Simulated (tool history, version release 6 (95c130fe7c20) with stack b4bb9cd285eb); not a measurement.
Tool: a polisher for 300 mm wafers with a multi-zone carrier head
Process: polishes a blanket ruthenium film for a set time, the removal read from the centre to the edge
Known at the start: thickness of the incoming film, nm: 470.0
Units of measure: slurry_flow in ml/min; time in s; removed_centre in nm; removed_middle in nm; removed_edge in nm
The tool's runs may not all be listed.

run  hour  slurry_flow  centre_zone  middle_zone  edge_zone  time  removed_centre  removed_middle  removed_edge
  1   0.0          220         1.00         1.00       1.00    46          46.476          45.582        45.766
  2   3.3          185         1.00         1.00       1.00    46          44.507          42.959        45.074
  3   4.2          185         0.99         1.00       0.98    44          43.071          41.189        42.510
  4   5.2          185         0.97         1.01       0.98    42          39.386          39.384        40.650
  5   8.9          185         0.97         1.01       1.05    42          39.787          40.912        42.723
  6  16.8          185         0.96         1.01       1.03    40          37.981          38.805        39.887
  7  23.7          185         0.95         1.01       1.01    39          36.909          37.606        38.459

Predict the results of run 8:
  8  25.6          180         0.94         1.01       1.00    38               ?               ?             ?

Run 8 produced removed_centre 35.098 nm, removed_middle 35.521 nm, removed_edge 37.342 nm.
